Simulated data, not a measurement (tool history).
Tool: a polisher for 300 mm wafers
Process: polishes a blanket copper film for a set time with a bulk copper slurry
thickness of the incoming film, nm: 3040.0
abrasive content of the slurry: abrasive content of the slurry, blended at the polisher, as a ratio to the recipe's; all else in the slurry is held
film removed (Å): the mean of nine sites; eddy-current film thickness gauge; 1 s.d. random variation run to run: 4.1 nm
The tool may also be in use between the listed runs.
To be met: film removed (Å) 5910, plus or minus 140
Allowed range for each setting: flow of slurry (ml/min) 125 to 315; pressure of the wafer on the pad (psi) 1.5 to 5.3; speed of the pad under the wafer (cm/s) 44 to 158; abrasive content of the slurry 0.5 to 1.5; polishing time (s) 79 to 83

run	day	flow of slurry (ml/min)	pressure of the wafer on the pad (psi)	speed of the pad under the wafer (cm/s)	abrasive content of the slurry	polishing time (s)	film removed (Å)
1	0	205	3.4	100	1	79	7483.7
2	0.146	205	3.3	100	1	79	7274.6
3	0.338	205	3.2	100	1	79	7054.1
4	0.662	205	3.2	114	1	79	7973.4
5	0.892	205	3.1	114	1	79	7590.9
6	1	185	3.1	114	1	79	7473.5
7	1.346	180	3	114	1	79	7279.4
8	1.579	175	2.9	114	1	79	6993.4
9	1.646	170	2.9	114	1	79	7050.8
10	1.954	170	2.8	114	1	79	6786.7
11	2.042	160	2.6	114	1	79	6270.7

Exactly one of the 5 candidate moves below puts every result within its allowed miss. Which one?
A	2.129	175	2.8	98	1.15	79	?
B	2.129	175	2.1	118	1.15	83	?
C	2.129	175	2.5	134	0.75	83	?
D	2.129	195	2.5	116	1	80	?
E	2.129	165	2.3	112	1	79	?

move	film removed (Å)
A	6235.5
B	5836.7
C	6699.5
D	6349.6
E	5503.9
A: closer than the last run, but not yet in spec
B: each result inside its tolerance
C: lands further from the targets than the last run did
D: lands further from the targets than the last run did
E: takes the biggest miss from the last run beyond its target
The right move is B.
